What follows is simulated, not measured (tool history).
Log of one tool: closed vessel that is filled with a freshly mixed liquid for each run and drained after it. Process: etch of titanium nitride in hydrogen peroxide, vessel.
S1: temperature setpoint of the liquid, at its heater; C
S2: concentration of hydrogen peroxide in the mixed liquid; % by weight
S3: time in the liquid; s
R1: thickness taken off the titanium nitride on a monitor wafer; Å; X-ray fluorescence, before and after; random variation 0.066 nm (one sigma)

run    day    S1    S2   S3      R1
  1  0.000  54.0  23.5  165  58.952
  2  0.067  55.0  23.5  165  63.899
  3  0.208  55.0  23.5  165  63.975
  4  0.338  56.0  23.5  165  67.448
  5  0.521  56.0  20.5  165  65.768
  6  0.700  56.0  17.0  165  64.183
  7  1.017  57.0  17.0  165  67.963

Run 8 comes next. What will it give?
  8  1.225  57.5  17.0  165   ?

R1: 70.610 Å

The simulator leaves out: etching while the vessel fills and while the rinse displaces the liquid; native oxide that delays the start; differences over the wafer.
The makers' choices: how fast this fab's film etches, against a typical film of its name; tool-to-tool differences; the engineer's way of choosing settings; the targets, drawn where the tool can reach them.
